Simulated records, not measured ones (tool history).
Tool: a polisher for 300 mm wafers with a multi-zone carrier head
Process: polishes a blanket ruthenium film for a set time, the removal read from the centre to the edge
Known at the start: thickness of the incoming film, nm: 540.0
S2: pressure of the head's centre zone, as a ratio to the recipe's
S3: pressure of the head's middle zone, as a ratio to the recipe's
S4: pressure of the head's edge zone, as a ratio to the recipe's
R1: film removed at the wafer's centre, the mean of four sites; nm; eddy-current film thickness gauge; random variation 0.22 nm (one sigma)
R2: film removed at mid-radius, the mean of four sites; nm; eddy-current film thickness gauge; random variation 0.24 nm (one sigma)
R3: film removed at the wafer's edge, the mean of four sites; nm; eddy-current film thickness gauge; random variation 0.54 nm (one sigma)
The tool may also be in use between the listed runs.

run 1 hour=0.0 | flow_of_slurry_(ml/min)=225 S2=1.00 S3=1.00 S4=1.00 polishing_time_(s)=41 | R1=45.904 R2=44.777 R3=43.513
run 2 hour=8.8 | flow_of_slurry_(ml/min)=225 S2=0.96 S3=1.00 S4=1.00 polishing_time_(s)=41 | R1=43.865 R2=45.135 R3=43.308
run 3 hour=10.4 | flow_of_slurry_(ml/min)=200 S2=0.96 S3=1.00 S4=1.00 polishing_time_(s)=41 | R1=43.147 R2=44.113 R3=43.333
run 4 hour=13.1 | flow_of_slurry_(ml/min)=195 S2=0.94 S3=0.99 S4=0.99 polishing_time_(s)=41 | R1=42.131 R2=43.237 R3=43.141
run 5 hour=13.9 | flow_of_slurry_(ml/min)=215 S2=0.94 S3=0.99 S4=0.99 polishing_time_(s)=41 | R1=42.922 R2=44.603 R3=43.097
run 6 hour=22.0 | flow_of_slurry_(ml/min)=210 S2=0.93 S3=0.98 S4=0.99 polishing_time_(s)=41 | R1=42.270 R2=43.888 R3=43.703

The next listed run, before its measurement:
run 7 hour=29.6 | flow_of_slurry_(ml/min)=205 S2=0.92 S3=0.97 S4=0.98 polishing_time_(s)=40 | R1=? R2=? R3=?

Run 7 gave R1 40.705 nm, R2 41.682 nm, R3 42.776 nm.

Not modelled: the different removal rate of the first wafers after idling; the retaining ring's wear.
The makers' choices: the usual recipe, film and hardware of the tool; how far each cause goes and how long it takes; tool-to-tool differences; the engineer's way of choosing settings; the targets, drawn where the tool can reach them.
